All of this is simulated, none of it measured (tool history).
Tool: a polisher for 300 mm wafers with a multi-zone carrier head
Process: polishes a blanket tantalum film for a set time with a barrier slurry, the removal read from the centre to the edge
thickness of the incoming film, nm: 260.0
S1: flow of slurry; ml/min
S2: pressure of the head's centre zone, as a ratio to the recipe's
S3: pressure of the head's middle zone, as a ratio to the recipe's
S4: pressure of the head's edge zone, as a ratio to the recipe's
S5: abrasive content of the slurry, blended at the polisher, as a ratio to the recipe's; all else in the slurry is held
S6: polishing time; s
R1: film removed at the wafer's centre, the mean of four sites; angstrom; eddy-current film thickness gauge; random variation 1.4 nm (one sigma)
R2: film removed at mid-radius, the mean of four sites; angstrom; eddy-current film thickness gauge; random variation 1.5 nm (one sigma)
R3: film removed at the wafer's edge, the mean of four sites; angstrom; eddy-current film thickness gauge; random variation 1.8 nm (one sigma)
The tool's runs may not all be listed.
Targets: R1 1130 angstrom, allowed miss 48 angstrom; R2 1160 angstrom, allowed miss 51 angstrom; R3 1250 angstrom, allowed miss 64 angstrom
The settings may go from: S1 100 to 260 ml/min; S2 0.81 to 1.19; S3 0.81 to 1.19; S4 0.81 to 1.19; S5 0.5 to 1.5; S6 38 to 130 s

| run | hour | S1 | S2 | S3 | S4 | S5 | S6 | R1 | R2 | R3 |
|---|---|---|---|---|---|---|---|---|---|---|
| 1 | 0 | 165 | 1 | 1 | 1 | 1 | 84 | 910.37 | 929.41 | 920.04 |
| 2 | 4.2 | 170 | 1 | 1 | 1.04 | 1.15 | 86 | 984.69 | 1005.4 | 1005.3 |
| 3 | 10.7 | 175 | 0.99 | 0.99 | 1.08 | 1.25 | 87 | 1008.9 | 1023.1 | 1073.8 |
| 4 | 14.7 | 175 | 0.99 | 0.99 | 1.08 | 1.25 | 67 | 764.29 | 808.46 | 865.99 |
| 5 | 20.2 | 185 | 1 | 1 | 1.11 | 1.35 | 73 | 873.11 | 905.57 | 944.26 |
| 6 | 28.9 | 180 | 0.99 | 0.99 | 1.12 | 1.4 | 79 | 949.12 | 969.82 | 1024.5 |
| 7 | 35.5 | 185 | 0.98 | 0.99 | 1.14 | 1.45 | 83 | 1005.9 | 1067.9 | 1109.4 |
| 8 | 40.5 | 190 | 0.98 | 0.98 | 1.16 | 1.45 | 85 | 1019.9 | 1062.1 | 1155.5 |
| 9 | 44.5 | 195 | 0.99 | 0.99 | 1.17 | 1.45 | 86 | 1045.4 | 1065.2 | 1176.7 |
| 10 | 47.6 | 200 | 0.99 | 1 | 1.17 | 1.45 | 87 | 1056.3 | 1102.5 | 1182.4 |

Which of these 5 next moves meets every target?
| A | 50.7 | 180 | 1.1 | 0.98 | 1.12 | 1.45 | 81 | ? | ? | ? |
| B | 50.7 | 225 | 1.08 | 1.15 | 0.81 | 1.25 | 87 | ? | ? | ? |
| C | 50.7 | 260 | 1 | 1.01 | 1.19 | 1.5 | 88 | ? | ? | ? |
| D | 50.7 | 220 | 0.83 | 1.04 | 1.19 | 1.45 | 93 | ? | ? | ? |
| E | 50.7 | 180 | 1.07 | 0.98 | 1.12 | 1.5 | 86 | ? | ? | ? |

| move | R1 | R2 | R3 |
|---|---|---|---|
| A | 1095.3 | 1002.1 | 1110.5 |
| B | 1144 | 1202.4 | 1011.2 |
| C | 1140.3 | 1169.7 | 1290.2 |
| D | 971.85 | 1233.7 | 1334.6 |
| E | 1140.1 | 1072.7 | 1188.5 |
A: brings the result that was furthest off to its target, and leaves another outside
B: brings the result that was furthest off to its target, and leaves another outside
C: meets every target
D: further off than the last run
E: brings the result that was furthest off to its target, and leaves another outside
The right move is C.
